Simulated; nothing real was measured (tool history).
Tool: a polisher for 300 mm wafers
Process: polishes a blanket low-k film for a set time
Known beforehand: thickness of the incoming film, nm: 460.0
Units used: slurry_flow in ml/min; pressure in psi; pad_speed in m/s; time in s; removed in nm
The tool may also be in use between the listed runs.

run 1 hour=0 | slurry_flow=210 pressure=2.2 pad_speed=0.82 slurry_solids=1 time=60 | removed=20.451
run 2 hour=1.4 | slurry_flow=260 pressure=2.2 pad_speed=0.82 slurry_solids=1 time=60 | removed=20.439
run 3 hour=2.7 | slurry_flow=260 pressure=2.5 pad_speed=0.82 slurry_solids=1 time=60 | removed=23.24
run 4 hour=7.8 | slurry_flow=260 pressure=2.5 pad_speed=0.82 slurry_solids=1.2 time=60 | removed=24.712
run 5 hour=14.5 | slurry_flow=260 pressure=3 pad_speed=0.82 slurry_solids=1.2 time=60 | removed=30.064
run 6 hour=18.6 | slurry_flow=280 pressure=3 pad_speed=0.82 slurry_solids=1.2 time=60 | removed=30.264
run 7 hour=19.7 | slurry_flow=275 pressure=2.4 pad_speed=0.7 slurry_solids=1.05 time=60 | removed=19.771
run 8 hour=26.4 | slurry_flow=250 pressure=1.8 pad_speed=0.48 slurry_solids=0.85 time=60 | removed=10.332
run 9 hour=32.1 | slurry_flow=250 pressure=1.8 pad_speed=0.48 slurry_solids=0.85 time=60 | removed=10.23
run 10 hour=34.6 | slurry_flow=250 pressure=1.6 pad_speed=0.48 slurry_solids=0.85 time=60 | removed=9.0742
run 11 hour=38.3 | slurry_flow=250 pressure=1.6 pad_speed=0.48 slurry_solids=0.85 time=60 | removed=9.2189

What does the tool deliver on the next run?
run 12 hour=39.2 | slurry_flow=250 pressure=1.5 pad_speed=0.48 slurry_solids=0.85 time=60 | removed=?

{"run 12": {"removed": 8.8475}}
